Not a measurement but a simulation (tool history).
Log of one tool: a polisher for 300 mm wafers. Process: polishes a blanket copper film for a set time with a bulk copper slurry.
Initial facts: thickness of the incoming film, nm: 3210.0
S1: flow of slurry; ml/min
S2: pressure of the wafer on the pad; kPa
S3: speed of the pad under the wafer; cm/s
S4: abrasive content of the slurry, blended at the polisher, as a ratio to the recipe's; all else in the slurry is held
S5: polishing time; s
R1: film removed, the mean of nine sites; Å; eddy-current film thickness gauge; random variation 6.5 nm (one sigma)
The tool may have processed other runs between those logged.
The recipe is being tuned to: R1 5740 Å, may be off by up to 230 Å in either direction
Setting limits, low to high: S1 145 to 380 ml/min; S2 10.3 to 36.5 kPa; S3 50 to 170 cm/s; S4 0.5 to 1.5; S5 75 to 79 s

Run 1, hour 0: S1 245 ml/min, S2 23.4 kPa, S3 110 cm/s, S4 1, S5 75 s. Result: R1 10821 Å.
Run 2, hour 2.6: S1 245 ml/min, S2 23.4 kPa, S3 110 cm/s, S4 1.1, S5 75 s. Result: R1 10940 Å.
Run 3, hour 11: S1 200 ml/min, S2 23.4 kPa, S3 110 cm/s, S4 1.1, S5 75 s. Result: R1 10696 Å.
Run 4, hour 14.1: S1 200 ml/min, S2 21.4 kPa, S3 108 cm/s, S4 1.1, S5 75 s. Result: R1 9763 Å.
Run 5, hour 17.6: S1 200 ml/min, S2 20 kPa, S3 106 cm/s, S4 1.1, S5 75 s. Result: R1 9261.8 Å.
Run 6, hour 24.8: S1 200 ml/min, S2 20 kPa, S3 106 cm/s, S4 1.1, S5 75 s. Result: R1 9124.6 Å.
Run 7, hour 25.4: S1 200 ml/min, S2 18.6 kPa, S3 104 cm/s, S4 1.1, S5 75 s. Result: R1 8675.4 Å.
Run 8, hour 27.7: S1 200 ml/min, S2 17.2 kPa, S3 102 cm/s, S4 1.1, S5 75 s. Result: R1 8128.1 Å.
Run 9, hour 30.9: S1 200 ml/min, S2 16.5 kPa, S3 100 cm/s, S4 1.1, S5 75 s. Result: R1 7627.4 Å.
Run 10, hour 32.3: S1 200 ml/min, S2 15.9 kPa, S3 100 cm/s, S4 1.1, S5 75 s. Result: R1 7459.4 Å.
Run 11, hour 36: S1 200 ml/min, S2 15.2 kPa, S3 100 cm/s, S4 1.1, S5 75 s. Result: R1 7457.3 Å.
Run 12, hour 43.6: S1 200 ml/min, S2 14.5 kPa, S3 98 cm/s, S4 1.1, S5 75 s. Result: R1 6969.3 Å.
Run 13, hour 49: S1 200 ml/min, S2 13.8 kPa, S3 98 cm/s, S4 1.1, S5 75 s. Result: R1 6667.2 Å.

Exactly one of the 4 candidate moves below puts every result within its allowed miss. Which one?
Run A, hour 54.4: S1 170 ml/min, S2 16.5 kPa, S3 82 cm/s, S4 1.1, S5 75 s. Result: R1 ?.
Run B, hour 54.4: S1 225 ml/min, S2 11 kPa, S3 94 cm/s, S4 0.95, S5 75 s. Result: R1 ?.
Run C, hour 54.4: S1 240 ml/min, S2 11 kPa, S3 96 cm/s, S4 1.2, S5 75 s. Result: R1 ?.
Run D, hour 54.4: S1 215 ml/min, S2 17.2 kPa, S3 94 cm/s, S4 0.75, S5 78 s. Result: R1 ?.

move      R1
   A  6554.3
   B  5835.4
   C    6222
   D  7603.1
A: closes in on the targets versus the last run, not all within tolerance yet
B: all results in spec
C: closes in on the targets versus the last run, not all within tolerance yet
D: the biggest miss grows against the last run
B meets every target.
